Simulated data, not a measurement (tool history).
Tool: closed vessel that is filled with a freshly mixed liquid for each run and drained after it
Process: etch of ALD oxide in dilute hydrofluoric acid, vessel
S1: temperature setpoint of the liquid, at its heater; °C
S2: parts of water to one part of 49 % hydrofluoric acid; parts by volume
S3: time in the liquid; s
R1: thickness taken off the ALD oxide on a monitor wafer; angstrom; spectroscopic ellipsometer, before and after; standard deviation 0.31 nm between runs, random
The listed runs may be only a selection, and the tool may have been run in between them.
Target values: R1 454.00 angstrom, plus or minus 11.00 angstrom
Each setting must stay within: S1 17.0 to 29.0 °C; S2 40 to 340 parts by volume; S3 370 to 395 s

Run 1, hour 0.0: S1 21.0 °C, S2 190 parts by volume, S3 370 s. Result: R1 250.19 angstrom.
Run 2, hour 4.2: S1 22.0 °C, S2 185 parts by volume, S3 370 s. Result: R1 269.17 angstrom.
Run 3, hour 8.6: S1 23.0 °C, S2 180 parts by volume, S3 370 s. Result: R1 289.35 angstrom.
Run 4, hour 16.4: S1 23.5 °C, S2 175 parts by volume, S3 370 s. Result: R1 302.75 angstrom.
Run 5, hour 23.6: S1 25.0 °C, S2 175 parts by volume, S3 370 s. Result: R1 321.27 angstrom.
Run 6, hour 26.3: S1 25.5 °C, S2 170 parts by volume, S3 370 s. Result: R1 340.35 angstrom.
Run 7, hour 27.0: S1 26.0 °C, S2 165 parts by volume, S3 370 s. Result: R1 357.93 angstrom.
Run 8, hour 36.0: S1 26.5 °C, S2 165 parts by volume, S3 370 s. Result: R1 365.61 angstrom.
Run 9, hour 43.8: S1 27.0 °C, S2 165 parts by volume, S3 370 s. Result: R1 371.41 angstrom.
Run 10, hour 46.9: S1 29.0 °C, S2 140 parts by volume, S3 370 s. Result: R1 490.67 angstrom.
Run 11, hour 52.3: S1 28.0 °C, S2 140 parts by volume, S3 370 s. Result: R1 470.74 angstrom.

5 candidate next runs follow, results not yet known. Just one meets every target within its allowed miss. Identify it.
Run A, hour 57.7: S1 25.5 °C, S2 140 parts by volume, S3 395 s. Result: R1 ?.
Run B, hour 57.7: S1 29.0 °C, S2 145 parts by volume, S3 390 s. Result: R1 ?.
Run C, hour 57.7: S1 28.0 °C, S2 140 parts by volume, S3 385 s. Result: R1 ?.
Run D, hour 57.7: S1 28.5 °C, S2 145 parts by volume, S3 395 s. Result: R1 ?.
Run E, hour 57.7: S1 29.0 °C, S2 145 parts by volume, S3 395 s. Result: R1 ?.

move      R1
   A  452.98
   B  488.82
   C  484.85
   D  486.11
   E  495.08
A: all results in spec
B: misses by more than the last run did
C: misses by more than the last run did
D: misses by more than the last run did
E: misses by more than the last run did
Move A is the one to make.

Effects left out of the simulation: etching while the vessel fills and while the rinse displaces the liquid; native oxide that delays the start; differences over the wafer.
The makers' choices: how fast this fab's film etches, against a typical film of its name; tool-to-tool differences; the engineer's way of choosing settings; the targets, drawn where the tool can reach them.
